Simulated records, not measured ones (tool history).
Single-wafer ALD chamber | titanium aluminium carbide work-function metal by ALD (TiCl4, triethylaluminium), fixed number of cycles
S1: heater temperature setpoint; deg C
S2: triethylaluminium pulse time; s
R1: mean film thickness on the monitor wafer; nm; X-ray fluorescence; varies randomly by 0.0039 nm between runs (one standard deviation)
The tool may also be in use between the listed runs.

Run 1, hour 0: S1 280 deg C, S2 15.74 s. Result: R1 1.8342 nm.
Run 2, hour 3.1: S1 280 deg C, S2 13.89 s. Result: R1 1.8259 nm.
Run 3, hour 6.9: S1 280 deg C, S2 16.33 s. Result: R1 1.8369 nm.
Run 4, hour 7.5: S1 280 deg C, S2 13.26 s. Result: R1 1.812 nm.
Run 5, hour 15.6: S1 288 deg C, S2 13.26 s. Result: R1 1.876 nm.
Run 6, hour 16.2: S1 280 deg C, S2 12.09 s. Result: R1 1.8035 nm.
Run 7, hour 21.3: S1 276 deg C, S2 11.33 s. Result: R1 1.7696 nm.
Run 8, hour 26.1: S1 276 deg C, S2 11.33 s. Result: R1 1.7677 nm.

For run 9, what comes out?
Run 9, hour 31.2: S1 273 deg C, S2 10.81 s. Result: R1 ?.

Run 9 produced R1 1.748 nm.
